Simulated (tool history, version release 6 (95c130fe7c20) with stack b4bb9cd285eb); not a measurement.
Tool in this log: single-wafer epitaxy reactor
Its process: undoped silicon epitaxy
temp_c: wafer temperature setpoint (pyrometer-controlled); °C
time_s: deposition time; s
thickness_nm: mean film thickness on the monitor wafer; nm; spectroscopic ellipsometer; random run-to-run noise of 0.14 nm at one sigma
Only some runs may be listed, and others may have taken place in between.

{"run": 1, "day": 0.0, "temp_c": 640, "time_s": 389, "thickness_nm": 61.517}
{"run": 2, "day": 0.233, "temp_c": 640, "time_s": 418, "thickness_nm": 66.618}
{"run": 3, "day": 0.604, "temp_c": 640, "time_s": 392, "thickness_nm": 62.244}
{"run": 4, "day": 0.821, "temp_c": 637, "time_s": 391, "thickness_nm": 58.798}
{"run": 5, "day": 0.854, "temp_c": 635, "time_s": 390, "thickness_nm": 56.011}
{"run": 6, "day": 1.196, "temp_c": 640, "time_s": 390, "thickness_nm": 62.04}

Estimate the outcome of run 7 from the log above:
{"run": 7, "day": 1.517, "temp_c": 637, "time_s": 389, "thickness_nm": "?"}

{"run 7": {"thickness_nm": 58.264}}
